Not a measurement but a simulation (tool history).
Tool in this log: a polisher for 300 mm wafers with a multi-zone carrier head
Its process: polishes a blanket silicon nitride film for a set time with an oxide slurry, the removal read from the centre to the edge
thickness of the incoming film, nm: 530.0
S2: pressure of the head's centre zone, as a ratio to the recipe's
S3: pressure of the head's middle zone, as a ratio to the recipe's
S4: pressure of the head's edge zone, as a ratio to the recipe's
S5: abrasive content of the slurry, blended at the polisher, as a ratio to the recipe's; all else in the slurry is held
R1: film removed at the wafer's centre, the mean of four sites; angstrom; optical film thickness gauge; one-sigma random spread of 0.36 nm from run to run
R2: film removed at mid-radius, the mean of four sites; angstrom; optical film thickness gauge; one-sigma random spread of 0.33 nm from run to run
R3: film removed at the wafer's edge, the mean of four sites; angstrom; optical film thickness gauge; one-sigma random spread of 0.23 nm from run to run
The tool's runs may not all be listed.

run 1 hour=0 | flow_of_slurry_(ml/min)=230 S2=1 S3=1 S4=1 S5=1 polishing_time_(s)=74 | R1=338.06 R2=340.14 R3=333.11
run 2 hour=5.9 | flow_of_slurry_(ml/min)=225 S2=1 S3=0.97 S4=0.98 S5=0.85 polishing_time_(s)=73 | R1=305.98 R2=293.61 R3=292.91
run 3 hour=7.4 | flow_of_slurry_(ml/min)=180 S2=1 S3=0.97 S4=0.98 S5=0.85 polishing_time_(s)=73 | R1=293.94 R2=285.59 R3=284.99
run 4 hour=8.4 | flow_of_slurry_(ml/min)=140 S2=1 S3=0.97 S4=0.98 S5=0.85 polishing_time_(s)=73 | R1=271.33 R2=268.99 R3=275.83
run 5 hour=16.6 | flow_of_slurry_(ml/min)=140 S2=1 S3=0.95 S4=0.96 S5=0.8 polishing_time_(s)=73 | R1=254.15 R2=255.44 R3=267.63
run 6 hour=18.7 | flow_of_slurry_(ml/min)=150 S2=1.02 S3=0.94 S4=0.95 S5=0.75 polishing_time_(s)=73 | R1=261.13 R2=242.75 R3=254.36

Run 7 has not been measured yet. What should we expect?
run 7 hour=26.3 | flow_of_slurry_(ml/min)=150 S2=1.02 S3=0.93 S4=0.94 S5=0.75 polishing_time_(s)=73 | R1=? R2=? R3=?

R1: 262.71 angstrom
R2: 241.59 angstrom
R3: 254.13 angstrom
